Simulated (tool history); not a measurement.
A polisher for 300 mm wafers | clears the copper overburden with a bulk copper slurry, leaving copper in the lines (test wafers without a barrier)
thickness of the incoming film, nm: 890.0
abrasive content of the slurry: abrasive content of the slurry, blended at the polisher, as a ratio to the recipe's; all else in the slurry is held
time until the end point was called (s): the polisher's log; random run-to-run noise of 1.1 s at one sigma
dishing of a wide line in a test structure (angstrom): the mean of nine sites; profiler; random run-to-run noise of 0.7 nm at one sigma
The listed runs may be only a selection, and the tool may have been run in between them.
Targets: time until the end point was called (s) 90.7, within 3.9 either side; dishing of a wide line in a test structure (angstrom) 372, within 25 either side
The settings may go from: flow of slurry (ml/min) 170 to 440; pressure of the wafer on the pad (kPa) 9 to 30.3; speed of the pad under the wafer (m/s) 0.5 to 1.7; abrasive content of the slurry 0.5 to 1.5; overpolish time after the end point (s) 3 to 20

run	hour	flow of slurry (ml/min)	pressure of the wafer on the pad (kPa)	speed of the pad under the wafer (m/s)	abrasive content of the slurry	overpolish time after the end point (s)	time until the end point was called (s)	dishing of a wide line in a test structure (angstrom)
1	0	280	19.3	1.1	1	10	76.014	616.7
2	4.7	280	18.6	1.1	1	9	77.816	577.46
3	13.6	280	18.6	1.36	1	9	63.491	640.46
4	17.1	280	18.6	1.36	1.1	9	62.824	633.14
5	17.6	280	17.2	1.36	1.1	8	66.725	563.33
6	20	280	17.2	1.56	1.1	8	58.63	602.9
7	28.3	280	15.2	1.56	1.1	7	63.126	514.53
8	29.1	280	13.8	1.54	1.1	7	70.19	498.83
9	31.1	280	12.4	1.54	1.1	7	76.823	450.93
10	37.6	280	11.7	1.54	1.1	7	80.12	444.85
11	46.5	280	11	1.54	1.1	7	83.885	436.57
12	48.1	280	10.3	1.54	1.1	7	89.26	409.61

Which single option among these 5 for the next run brings every result within its allowed miss of target? Just one does.
A	49.7	250	12.4	1.38	1	8	?	?
B	49.7	270	9	1.66	1.15	6	?	?
C	49.7	290	12.4	1.56	0.85	8	?	?
D	49.7	225	10.3	1.66	1.2	7	?	?
E	49.7	280	11.7	1.52	0.85	8	?	?

move	time until the end point was called (s)	dishing of a wide line in a test structure (angstrom)
A	87.467	456.46
B	89.854	359.06
C	78.573	489.08
D	82.131	429.78
E	84.521	464.79
A: misses by more than the last run did
B: every result lands within tolerance
C: misses by more than the last run did
D: misses by more than the last run did
E: misses by more than the last run did
Correct choice: B, which meets every target
